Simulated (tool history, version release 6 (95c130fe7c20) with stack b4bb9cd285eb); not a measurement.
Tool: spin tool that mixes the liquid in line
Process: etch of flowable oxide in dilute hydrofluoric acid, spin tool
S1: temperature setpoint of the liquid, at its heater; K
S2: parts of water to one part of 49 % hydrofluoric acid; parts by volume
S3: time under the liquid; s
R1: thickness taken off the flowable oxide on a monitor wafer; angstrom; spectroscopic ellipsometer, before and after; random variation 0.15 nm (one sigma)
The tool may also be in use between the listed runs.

run,day,S1,S2,S3,R1
1,0.000,295.15,70,40,196.21
2,0.200,295.15,70,30,146.33
3,0.238,298.15,70,30,165.45
4,0.608,296.65,70,30,155.60
5,0.879,296.65,90,30,118.75
6,0.971,298.15,80,30,143.68

Run 7 comes next. What will it give?
7,1.083,299.15,70,30,?

Run 7 gave R1 173.06 angstrom.
